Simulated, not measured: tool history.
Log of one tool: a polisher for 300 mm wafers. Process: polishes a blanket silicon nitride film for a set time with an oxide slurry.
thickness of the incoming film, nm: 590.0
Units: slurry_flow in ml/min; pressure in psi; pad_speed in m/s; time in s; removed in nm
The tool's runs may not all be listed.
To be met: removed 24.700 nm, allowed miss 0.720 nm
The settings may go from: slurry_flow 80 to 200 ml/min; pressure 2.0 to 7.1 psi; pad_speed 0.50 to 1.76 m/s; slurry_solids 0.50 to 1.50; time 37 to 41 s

{"run": 1, "hour": 0.0, "slurry_flow": 130, "pressure": 4.5, "pad_speed": 1.12, "slurry_solids": 1.0, "time": 41, "removed": 33.317}
{"run": 2, "hour": 9.0, "slurry_flow": 130, "pressure": 4.5, "pad_speed": 1.12, "slurry_solids": 0.85, "time": 41, "removed": 30.086}
{"run": 3, "hour": 15.9, "slurry_flow": 120, "pressure": 4.3, "pad_speed": 1.12, "slurry_solids": 0.85, "time": 41, "removed": 28.033}
{"run": 4, "hour": 20.5, "slurry_flow": 120, "pressure": 4.3, "pad_speed": 0.98, "slurry_solids": 0.85, "time": 41, "removed": 26.643}
{"run": 5, "hour": 28.5, "slurry_flow": 120, "pressure": 4.3, "pad_speed": 1.18, "slurry_solids": 0.85, "time": 41, "removed": 28.659}
{"run": 6, "hour": 34.1, "slurry_flow": 100, "pressure": 4.3, "pad_speed": 1.18, "slurry_solids": 0.85, "time": 41, "removed": 27.382}
{"run": 7, "hour": 41.4, "slurry_flow": 95, "pressure": 4.2, "pad_speed": 1.18, "slurry_solids": 0.85, "time": 41, "removed": 26.65}
{"run": 8, "hour": 43.4, "slurry_flow": 90, "pressure": 4.1, "pad_speed": 1.18, "slurry_solids": 0.85, "time": 41, "removed": 25.639}

Which of these 4 next moves meets every target?
{"run": "A", "hour": 45.4, "slurry_flow": 85, "pressure": 4.0, "pad_speed": 1.28, "slurry_solids": 0.95, "time": 39, "removed": "?"}
{"run": "B", "hour": 45.4, "slurry_flow": 80, "pressure": 5.3, "pad_speed": 0.92, "slurry_solids": 0.95, "time": 38, "removed": "?"}
{"run": "C", "hour": 45.4, "slurry_flow": 80, "pressure": 3.9, "pad_speed": 1.32, "slurry_solids": 0.95, "time": 38, "removed": "?"}
{"run": "D", "hour": 45.4, "slurry_flow": 100, "pressure": 3.4, "pad_speed": 1.7, "slurry_solids": 0.8, "time": 41, "removed": "?"}

move=A removed=25.767
move=B removed=27.590
move=C removed=24.361
move=D removed=25.857
A: further off than the last run
B: further off than the last run
C: meets every target
D: further off than the last run
Answer: C

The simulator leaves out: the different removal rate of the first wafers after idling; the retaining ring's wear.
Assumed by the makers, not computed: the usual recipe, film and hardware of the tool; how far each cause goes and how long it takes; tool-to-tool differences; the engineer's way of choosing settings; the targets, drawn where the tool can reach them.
